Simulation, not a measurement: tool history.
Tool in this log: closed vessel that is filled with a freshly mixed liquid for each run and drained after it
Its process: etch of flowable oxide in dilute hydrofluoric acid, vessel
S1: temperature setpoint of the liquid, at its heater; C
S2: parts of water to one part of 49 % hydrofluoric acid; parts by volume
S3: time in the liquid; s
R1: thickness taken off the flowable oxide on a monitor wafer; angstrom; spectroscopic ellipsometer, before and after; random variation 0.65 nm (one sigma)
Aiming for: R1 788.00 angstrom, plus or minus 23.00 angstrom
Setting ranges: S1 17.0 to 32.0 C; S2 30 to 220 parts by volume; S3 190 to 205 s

run 1 hour=0.0 | S1=24.0 S2=125 S3=190 | R1=470.48
run 2 hour=2.6 | S1=22.0 S2=125 S3=190 | R1=429.39
run 3 hour=7.3 | S1=24.5 S2=120 S3=190 | R1=497.52
run 4 hour=15.7 | S1=22.5 S2=120 S3=190 | R1=466.64
run 5 hour=22.3 | S1=22.5 S2=100 S3=190 | R1=578.33
run 6 hour=31.3 | S1=22.5 S2=125 S3=190 | R1=445.45
run 7 hour=35.8 | S1=24.5 S2=120 S3=190 | R1=500.85
run 8 hour=44.6 | S1=26.0 S2=115 S3=190 | R1=568.21
run 9 hour=49.3 | S1=27.5 S2=115 S3=190 | R1=599.10
run 10 hour=53.7 | S1=28.5 S2=110 S3=190 | R1=655.39
run 11 hour=57.2 | S1=29.5 S2=110 S3=190 | R1=676.44
run 12 hour=61.0 | S1=30.0 S2=110 S3=190 | R1=686.23
run 13 hour=67.2 | S1=32.0 S2=100 S3=190 | R1=828.06

Below are 4 possible settings for the next run. Only one of them brings all results inside the allowed miss of their targets. Which is it?
run A hour=73.4 | S1=31.0 S2=100 S3=190 | R1=?
run B hour=73.4 | S1=28.0 S2=85 S3=205 | R1=?
run C hour=73.4 | S1=30.5 S2=105 S3=190 | R1=?
run D hour=73.4 | S1=32.0 S2=110 S3=190 | R1=?

move=A R1=793.26
move=B R1=917.95
move=C R1=736.29
move=D R1=737.41
A: every result lands within tolerance
B: the biggest miss grows against the last run
C: takes the biggest miss from the last run beyond its target
D: takes the biggest miss from the last run beyond its target
The right move is A.
